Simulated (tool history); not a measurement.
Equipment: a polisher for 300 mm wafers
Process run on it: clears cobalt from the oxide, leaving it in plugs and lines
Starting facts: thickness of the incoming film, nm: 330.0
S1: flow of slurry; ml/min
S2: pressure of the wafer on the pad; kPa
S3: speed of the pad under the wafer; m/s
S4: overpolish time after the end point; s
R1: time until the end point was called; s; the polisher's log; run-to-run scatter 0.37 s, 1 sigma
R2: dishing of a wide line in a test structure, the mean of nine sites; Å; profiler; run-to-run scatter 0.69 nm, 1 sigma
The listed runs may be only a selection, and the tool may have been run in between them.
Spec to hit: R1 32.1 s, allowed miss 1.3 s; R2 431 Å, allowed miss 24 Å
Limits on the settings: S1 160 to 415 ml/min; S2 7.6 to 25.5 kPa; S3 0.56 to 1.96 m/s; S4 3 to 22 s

run 1 hour=0 | S1=265 S2=16.5 S3=1.26 S4=11 | R1=44.188 R2=472.39
run 2 hour=5.9 | S1=265 S2=20.7 S3=1.26 S4=11 | R1=35.641 R2=544.15
run 3 hour=12.7 | S1=265 S2=20.7 S3=0.98 S4=11 | R1=45.923 R2=453.44
run 4 hour=16.3 | S1=265 S2=22.8 S3=0.98 S4=11 | R1=41.876 R2=493.37
run 5 hour=24.3 | S1=265 S2=22.8 S3=0.98 S4=8 | R1=42.506 R2=394.47
run 6 hour=25.6 | S1=265 S2=23.4 S3=1.02 S4=8 | R1=39.2 R2=421.89
run 7 hour=34 | S1=265 S2=24.1 S3=1.04 S4=8 | R1=37.447 R2=416.15
run 8 hour=39.1 | S1=265 S2=24.1 S3=1.06 S4=8 | R1=36.398 R2=430.37
run 9 hour=45.5 | S1=265 S2=24.1 S3=1.08 S4=8 | R1=36.004 R2=438.27
run 10 hour=53.9 | S1=265 S2=24.1 S3=1.1 S4=8 | R1=35.319 R2=438.83

Next run, 5 choices. One meets every target within its allowed miss, the rest don't. Which?
run A hour=62.3 | S1=300 S2=24.8 S3=1.08 S4=9 | R1=? R2=?
run B hour=62.3 | S1=345 S2=25.5 S3=1.12 S4=7 | R1=? R2=?
run C hour=62.3 | S1=210 S2=24.1 S3=1.12 S4=10 | R1=? R2=?
run D hour=62.3 | S1=340 S2=23.4 S3=1.1 S4=6 | R1=? R2=?
run E hour=62.3 | S1=320 S2=22.8 S3=1.16 S4=6 | R1=? R2=?

move=A R1=34.646 R2=491.93
move=B R1=32.17 R2=438.3
move=C R1=35.864 R2=513.73
move=D R1=35.581 R2=365.82
move=E R1=34.976 R2=370.47
A: no nearer and no further than the last run
B: every result within its allowed miss
C: the biggest miss grows against the last run
D: the biggest miss grows against the last run
E: no nearer and no further than the last run
B meets every target.
